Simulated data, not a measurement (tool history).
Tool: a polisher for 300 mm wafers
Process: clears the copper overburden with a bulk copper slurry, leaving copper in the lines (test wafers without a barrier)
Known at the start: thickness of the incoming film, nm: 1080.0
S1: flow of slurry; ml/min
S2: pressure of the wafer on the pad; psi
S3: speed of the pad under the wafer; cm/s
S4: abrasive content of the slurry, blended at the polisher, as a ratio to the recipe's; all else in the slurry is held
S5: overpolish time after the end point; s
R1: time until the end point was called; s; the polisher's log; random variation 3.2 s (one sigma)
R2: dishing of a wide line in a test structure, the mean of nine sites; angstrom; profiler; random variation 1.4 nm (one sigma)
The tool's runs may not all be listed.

run  hour   S1   S2   S3  S4  S5      R1      R2
  1     0  130  2.7  140   1  20  100.67  990.63
  2   5.6  130  2.7  140   1  13  100.11  753.12
  3  12.3  130  2.5  138   1  15  112.86  781.13
  4  19.2  130  2.5  138   1   6   111.5  386.91
  5  24.1  145  2.5  138   1   6  106.77  394.12
  6  30.1  145  2.5  114   1   6  122.43     354
  7  31.7  135  2.4  114   1   8  130.46  442.09
  8  33.1  100  1.7  128   1  18  165.42  633.87
  9  39.7  100  1.7  126   1  19  176.91  639.77
 10    48  100  1.7  126   1  20  172.96  670.87
 11  54.8  100  1.7  126   1  21  170.68  697.89
 12  58.7   95  1.7  126   1  22  176.78   706.2

Run 13 comes next. What will it give?
 13  62.3  95  1.7  126   1  23   ?   ?

Run 13 gave R1 175.75 s, R2 709.68 angstrom.
